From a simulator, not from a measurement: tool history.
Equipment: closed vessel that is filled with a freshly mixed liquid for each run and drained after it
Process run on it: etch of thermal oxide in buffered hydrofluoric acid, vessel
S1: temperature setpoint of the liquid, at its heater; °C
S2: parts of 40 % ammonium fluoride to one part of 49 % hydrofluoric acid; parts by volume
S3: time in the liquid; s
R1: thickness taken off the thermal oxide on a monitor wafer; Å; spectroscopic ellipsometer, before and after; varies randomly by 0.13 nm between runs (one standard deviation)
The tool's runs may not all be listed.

run	hour	S1	S2	S3	R1
1	0	21	22	30	124.71
2	1.9	22.5	20	30	145.65
3	3.7	24	20	30	156.38
4	6.2	24	23	30	142.88
5	11.2	25	20.5	30	163.68
6	13.4	25.5	18.5	30	179.59
7	17.3	26	17	30	198.89

Run 8, settings as shown, results not yet in. Your forecast:
8	25.9	29	11	30	?

Run 8 produced R1 355.15 Å.
